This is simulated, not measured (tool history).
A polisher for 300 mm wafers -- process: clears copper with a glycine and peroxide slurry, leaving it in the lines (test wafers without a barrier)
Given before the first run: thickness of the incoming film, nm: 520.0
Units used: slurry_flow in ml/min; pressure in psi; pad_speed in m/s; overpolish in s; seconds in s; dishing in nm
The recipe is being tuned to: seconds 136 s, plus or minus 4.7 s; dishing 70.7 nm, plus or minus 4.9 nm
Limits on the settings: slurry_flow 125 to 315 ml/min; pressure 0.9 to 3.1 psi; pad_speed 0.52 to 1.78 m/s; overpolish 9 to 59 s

run	hour	slurry_flow	pressure	pad_speed	overpolish	seconds	dishing
1	0	205	2	1.14	30	101.63	73.328
2	8.9	240	2	1.14	30	99.646	75.318
3	15.9	280	2	1.14	30	98.423	78.569
4	24.6	280	1.7	1.14	30	113.59	69.696
5	26.8	280	1.7	1.14	35	111.54	74.952
6	30.7	280	1.7	1.4	35	93.487	76.264
7	36.9	280	1.5	1.38	39	107.5	76.095
8	45.6	275	1.4	1.38	40	112.08	73.08
9	49.7	255	0.9	1.34	49	161.82	65.436

Next run, 5 choices. One meets every target within its allowed miss, the rest don't. Which?
A	53.8	255	1	1.54	51	?	?
B	53.8	310	1	1.36	52	?	?
C	53.8	205	1	1.4	54	?	?
D	53.8	250	1	1.38	52	?	?
E	53.8	220	0.9	1.7	33	?	?

move	seconds	dishing
A	133.33	71.45
B	142.79	71.291
C	146.69	71.317
D	144.46	70.859
E	136.38	57.225
A: hits every target within its allowed miss
B: nearer than the last run, and not there yet
C: nearer than the last run, and not there yet
D: nearer than the last run, and not there yet
E: the furthest-off result lands on target, but another misses its tolerance
Go with A: it meets all targets.
